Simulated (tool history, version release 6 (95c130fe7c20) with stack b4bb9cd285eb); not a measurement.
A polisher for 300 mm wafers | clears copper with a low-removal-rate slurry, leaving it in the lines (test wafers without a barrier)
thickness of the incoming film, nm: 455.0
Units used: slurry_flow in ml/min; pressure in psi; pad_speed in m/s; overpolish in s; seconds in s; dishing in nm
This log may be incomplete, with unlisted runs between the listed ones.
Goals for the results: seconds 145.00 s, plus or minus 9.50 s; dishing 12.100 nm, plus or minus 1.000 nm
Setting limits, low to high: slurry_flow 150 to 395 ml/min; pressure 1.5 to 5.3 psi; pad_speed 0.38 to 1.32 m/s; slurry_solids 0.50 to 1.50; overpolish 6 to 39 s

| run | hour | slurry_flow | pressure | pad_speed | slurry_solids | overpolish | seconds | dishing |
|---|---|---|---|---|---|---|---|---|
| 1 | 0.0 | 250 | 3.4 | 0.84 | 1.00 | 20 | 132.61 | 36.648 |
| 2 | 5.2 | 250 | 2.9 | 0.90 | 1.00 | 16 | 140.38 | 27.671 |
| 3 | 14.1 | 235 | 2.5 | 0.98 | 0.90 | 13 | 149.70 | 21.118 |
| 4 | 19.6 | 220 | 2.3 | 1.06 | 0.80 | 11 | 147.70 | 19.311 |
|  | 24.3 | head pressure recalibrated |
| 5 | 24.3 | 220 | 1.7 | 1.06 | 0.80 | 11 | 208.12 | 14.960 |
| 6 | 32.3 | 200 | 1.7 | 1.12 | 0.70 | 10 | 200.05 | 13.741 |
| 7 | 36.8 | 185 | 1.8 | 1.18 | 0.65 | 9 | 189.99 | 12.619 |
| 8 | 45.1 | 180 | 1.9 | 1.20 | 0.60 | 8 | 175.08 | 12.014 |
| 9 | 50.1 | 185 | 2.0 | 1.20 | 0.60 | 7 | 175.11 | 11.232 |
| 10 | 54.3 | 185 | 2.0 | 1.20 | 0.60 | 7 | 181.01 | 11.359 |
| 11 | 55.4 | 185 | 2.1 | 1.20 | 0.60 | 7 | 169.00 | 12.075 |
| 12 | 57.6 | 185 | 2.2 | 1.22 | 0.60 | 7 | 166.08 | 12.453 |
| 13 | 62.0 | 175 | 2.3 | 1.24 | 0.55 | 7 | 152.15 | 13.144 |

5 next moves are on the table. One of them brings every result within its allowed miss. Which?
| A | 66.4 | 190 | 2.4 | 1.20 | 0.55 | 8 | ? | ? |
| B | 66.4 | 195 | 2.2 | 1.24 | 0.50 | 6 | ? | ? |
| C | 66.4 | 150 | 2.2 | 1.18 | 0.50 | 9 | ? | ? |
| D | 66.4 | 200 | 2.2 | 1.18 | 0.55 | 9 | ? | ? |
| E | 66.4 | 150 | 2.4 | 1.32 | 0.50 | 6 | ? | ? |

| move | seconds | dishing |
|---|---|---|
| A | 149.73 | 14.593 |
| B | 158.24 | 10.690 |
| C | 170.82 | 14.375 |
| D | 162.74 | 15.001 |
| E | 142.41 | 11.792 |
A: misses by more than the last run did
B: carries the result that was furthest off beyond its target, to the other side
C: misses by more than the last run did
D: misses by more than the last run did
E: all results land within tolerance of their targets
E meets every target.
